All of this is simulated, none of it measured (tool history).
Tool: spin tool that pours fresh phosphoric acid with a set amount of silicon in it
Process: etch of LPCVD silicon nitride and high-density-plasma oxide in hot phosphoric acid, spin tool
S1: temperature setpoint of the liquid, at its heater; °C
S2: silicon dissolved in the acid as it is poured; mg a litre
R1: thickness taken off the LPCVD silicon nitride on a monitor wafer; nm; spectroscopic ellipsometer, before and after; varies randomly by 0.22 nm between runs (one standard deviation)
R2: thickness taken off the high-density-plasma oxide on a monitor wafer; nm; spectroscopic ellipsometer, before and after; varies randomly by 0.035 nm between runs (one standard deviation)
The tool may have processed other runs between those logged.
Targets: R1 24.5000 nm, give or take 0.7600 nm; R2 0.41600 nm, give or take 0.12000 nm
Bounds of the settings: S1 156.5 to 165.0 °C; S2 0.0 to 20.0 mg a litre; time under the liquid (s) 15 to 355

{"run": 1, "hour": 0.0, "S1": 160.0, "S2": 9.0, "time under the liquid (s)": 180, "R1": 18.397, "R2": 0.42369}
{"run": 2, "hour": 7.2, "S1": 160.0, "S2": 9.0, "time under the liquid (s)": 105, "R1": 10.924, "R2": 0.24162}
{"run": 3, "hour": 8.7, "S1": 160.0, "S2": 10.5, "time under the liquid (s)": 120, "R1": 12.295, "R2": 0.23338}
{"run": 4, "hour": 15.3, "S1": 160.0, "S2": 10.5, "time under the liquid (s)": 80, "R1": 8.1416, "R2": 0.17261}
{"run": 5, "hour": 22.7, "S1": 160.0, "S2": 10.5, "time under the liquid (s)": 100, "R1": 10.195, "R2": 0.22222}
{"run": 6, "hour": 31.2, "S1": 161.5, "S2": 10.5, "time under the liquid (s)": 100, "R1": 10.912, "R2": 0.23208}
{"run": 7, "hour": 35.4, "S1": 162.0, "S2": 11.5, "time under the liquid (s)": 115, "R1": 12.637, "R2": 0.28339}
{"run": 8, "hour": 43.7, "S1": 162.0, "S2": 11.5, "time under the liquid (s)": 115, "R1": 12.415, "R2": 0.28589}
{"run": 9, "hour": 50.5, "S1": 162.0, "S2": 12.5, "time under the liquid (s)": 130, "R1": 14.208, "R2": 0.31369}

Next run, 5 choices. One meets every target within its allowed miss, the rest don't. Which?
{"run": "A", "hour": 57.3, "S1": 162.0, "S2": 8.5, "time under the liquid (s)": 100, "R1": "?", "R2": "?"}
{"run": "B", "hour": 57.3, "S1": 158.5, "S2": 20.0, "time under the liquid (s)": 280, "R1": "?", "R2": "?"}
{"run": "C", "hour": 57.3, "S1": 159.5, "S2": 19.5, "time under the liquid (s)": 255, "R1": "?", "R2": "?"}
{"run": "D", "hour": 57.3, "S1": 159.0, "S2": 18.0, "time under the liquid (s)": 245, "R1": "?", "R2": "?"}
{"run": "E", "hour": 57.3, "S1": 158.5, "S2": 20.0, "time under the liquid (s)": 175, "R1": "?", "R2": "?"}

move=A R1=10.9010 R2=0.28636
move=B R1=27.1420 R2=0.46578
move=C R1=25.5670 R2=0.46350
move=D R1=24.1540 R2=0.44720
move=E R1=16.9640 R2=0.29111
A: moves away from the targets compared with the last run
B: moves the result that the last run missed by most past its target, out the other side
C: moves the result that the last run missed by most past its target, out the other side
D: every result lands within tolerance
E: nearer than the last run, and not there yet
The move that meets every target is D.

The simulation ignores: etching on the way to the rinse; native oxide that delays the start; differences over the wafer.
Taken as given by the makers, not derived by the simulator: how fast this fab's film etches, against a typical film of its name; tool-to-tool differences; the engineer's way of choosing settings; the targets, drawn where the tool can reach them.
